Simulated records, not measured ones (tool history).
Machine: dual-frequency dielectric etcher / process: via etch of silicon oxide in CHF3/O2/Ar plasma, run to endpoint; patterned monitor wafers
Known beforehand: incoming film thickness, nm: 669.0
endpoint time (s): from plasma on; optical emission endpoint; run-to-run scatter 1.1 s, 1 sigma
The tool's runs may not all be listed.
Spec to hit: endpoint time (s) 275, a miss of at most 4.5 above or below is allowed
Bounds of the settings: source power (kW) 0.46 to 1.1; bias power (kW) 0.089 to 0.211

run 1 hour=0 | source_power_(kW)=0.78 bias_power_(kW)=0.15 | endpoint_time_(s)=338.38
run 2 hour=4.8 | source_power_(kW)=0.83 bias_power_(kW)=0.155 | endpoint_time_(s)=322.32
run 3 hour=12 | source_power_(kW)=0.73 bias_power_(kW)=0.155 | endpoint_time_(s)=344.78
run 4 hour=14.3 | source_power_(kW)=0.73 bias_power_(kW)=0.175 | endpoint_time_(s)=331.33
run 5 hour=18.8 | source_power_(kW)=0.6 bias_power_(kW)=0.175 | endpoint_time_(s)=372.42
run 6 hour=25.7 | source_power_(kW)=0.68 bias_power_(kW)=0.175 | endpoint_time_(s)=344.11
run 7 hour=28.1 | source_power_(kW)=0.73 bias_power_(kW)=0.176 | endpoint_time_(s)=329.1
run 8 hour=30.8 | source_power_(kW)=0.89 bias_power_(kW)=0.182 | endpoint_time_(s)=289.48
run 9 hour=32.3 | source_power_(kW)=0.9 bias_power_(kW)=0.182 | endpoint_time_(s)=286.19
run 10 hour=33.7 | source_power_(kW)=0.91 bias_power_(kW)=0.182 | endpoint_time_(s)=287.1
run 11 hour=38.5 | source_power_(kW)=0.92 bias_power_(kW)=0.182 | endpoint_time_(s)=281.87
run 12 hour=42.9 | source_power_(kW)=0.93 bias_power_(kW)=0.182 | endpoint_time_(s)=280.7

4 next moves are on the table. One of them brings every result within its allowed miss. Which?
run A hour=47.3 | source_power_(kW)=0.92 bias_power_(kW)=0.192 | endpoint_time_(s)=?
run B hour=47.3 | source_power_(kW)=0.92 bias_power_(kW)=0.182 | endpoint_time_(s)=?
run C hour=47.3 | source_power_(kW)=0.93 bias_power_(kW)=0.177 | endpoint_time_(s)=?
run D hour=47.3 | source_power_(kW)=0.92 bias_power_(kW)=0.177 | endpoint_time_(s)=?

move=A endpoint_time_(s)=275.17
move=B endpoint_time_(s)=281.3
move=C endpoint_time_(s)=282.82
move=D endpoint_time_(s)=284.54
A: meets every target
B: lands further from the targets than the last run did
C: lands further from the targets than the last run did
D: lands further from the targets than the last run did
Move A is the one to make.
